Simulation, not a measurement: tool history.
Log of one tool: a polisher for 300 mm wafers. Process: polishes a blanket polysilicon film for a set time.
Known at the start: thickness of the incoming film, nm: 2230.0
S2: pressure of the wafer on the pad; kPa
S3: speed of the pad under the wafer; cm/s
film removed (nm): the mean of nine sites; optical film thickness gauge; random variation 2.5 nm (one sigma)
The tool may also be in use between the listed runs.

Run 1, day 0.000: flow of slurry (ml/min) 245, S2 22.1 kPa, S3 102 cm/s, polishing time (s) 27. Result: film removed (nm) 263.95.
Run 2, day 0.162: flow of slurry (ml/min) 245, S2 22.1 kPa, S3 102 cm/s, polishing time (s) 27. Result: film removed (nm) 274.21.
Run 3, day 0.371: flow of slurry (ml/min) 245, S2 24.8 kPa, S3 102 cm/s, polishing time (s) 27. Result: film removed (nm) 303.69.
Run 4, day 0.421: flow of slurry (ml/min) 245, S2 24.8 kPa, S3 116 cm/s, polishing time (s) 27. Result: film removed (nm) 343.06.
Run 5, day 0.629: flow of slurry (ml/min) 190, S2 24.8 kPa, S3 116 cm/s, polishing time (s) 27. Result: film removed (nm) 326.61.
Run 6, day 0.850: flow of slurry (ml/min) 190, S2 22.8 kPa, S3 116 cm/s, polishing time (s) 27. Result: film removed (nm) 302.30.
At day 0.971: slurry nozzle cleaned.
Run 7, day 0.971: flow of slurry (ml/min) 190, S2 20.7 kPa, S3 116 cm/s, polishing time (s) 27. Result: film removed (nm) 297.12.

Run 8 comes next. What will it give?
Run 8, day 1.308: flow of slurry (ml/min) 190, S2 20.7 kPa, S3 116 cm/s, polishing time (s) 27. Result: film removed (nm) ?.

{"run 8": {"film removed (nm)": 289.05}}
